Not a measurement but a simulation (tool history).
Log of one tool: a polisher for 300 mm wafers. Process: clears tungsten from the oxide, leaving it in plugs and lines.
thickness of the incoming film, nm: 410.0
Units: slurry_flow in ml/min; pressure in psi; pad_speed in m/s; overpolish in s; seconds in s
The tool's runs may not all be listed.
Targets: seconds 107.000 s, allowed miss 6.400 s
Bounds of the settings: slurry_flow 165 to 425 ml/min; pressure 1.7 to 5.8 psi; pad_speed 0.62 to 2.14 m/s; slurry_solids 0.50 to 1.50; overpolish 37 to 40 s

{"run": 1, "hour": 0.0, "slurry_flow": 275, "pressure": 3.7, "pad_speed": 1.38, "slurry_solids": 1.0, "overpolish": 37, "seconds": 60.194}
{"run": 2, "hour": 6.6, "slurry_flow": 275, "pressure": 3.7, "pad_speed": 1.38, "slurry_solids": 1.1, "overpolish": 37, "seconds": 58.344}
{"run": 3, "hour": 9.8, "slurry_flow": 275, "pressure": 3.7, "pad_speed": 1.38, "slurry_solids": 1.1, "overpolish": 40, "seconds": 58.946}
{"run": 4, "hour": 13.1, "slurry_flow": 275, "pressure": 3.7, "pad_speed": 1.38, "slurry_solids": 1.1, "overpolish": 37, "seconds": 57.658}
{"run": 5, "hour": 13.7, "slurry_flow": 275, "pressure": 4.2, "pad_speed": 1.38, "slurry_solids": 1.1, "overpolish": 37, "seconds": 51.712}
{"run": 6, "hour": 22.1, "slurry_flow": 275, "pressure": 3.6, "pad_speed": 1.32, "slurry_solids": 1.1, "overpolish": 37, "seconds": 60.96}
{"run": 7, "hour": 29.4, "slurry_flow": 275, "pressure": 3.1, "pad_speed": 1.24, "slurry_solids": 1.1, "overpolish": 37, "seconds": 74.108}
{"run": 8, "hour": 32.8, "slurry_flow": 275, "pressure": 2.8, "pad_speed": 1.22, "slurry_solids": 1.1, "overpolish": 37, "seconds": 83.021}

Which of these 5 next moves meets every target?
{"run": "A", "hour": 36.2, "slurry_flow": 280, "pressure": 2.5, "pad_speed": 1.24, "slurry_solids": 1.05, "overpolish": 40, "seconds": "?"}
{"run": "B", "hour": 36.2, "slurry_flow": 285, "pressure": 3.2, "pad_speed": 0.98, "slurry_solids": 1.15, "overpolish": 39, "seconds": "?"}
{"run": "C", "hour": 36.2, "slurry_flow": 225, "pressure": 3.2, "pad_speed": 0.84, "slurry_solids": 1.15, "overpolish": 38, "seconds": "?"}
{"run": "D", "hour": 36.2, "slurry_flow": 225, "pressure": 2.6, "pad_speed": 1.26, "slurry_solids": 0.95, "overpolish": 40, "seconds": "?"}
{"run": "E", "hour": 36.2, "slurry_flow": 295, "pressure": 2.4, "pad_speed": 1.2, "slurry_solids": 1.1, "overpolish": 37, "seconds": "?"}

move=A seconds=91.288
move=B seconds=91.362
move=C seconds=108.850
move=D seconds=90.905
move=E seconds=96.112
A: nearer than the last run, and not there yet
B: nearer than the last run, and not there yet
C: meets every target
D: nearer than the last run, and not there yet
E: nearer than the last run, and not there yet
The right move is C.
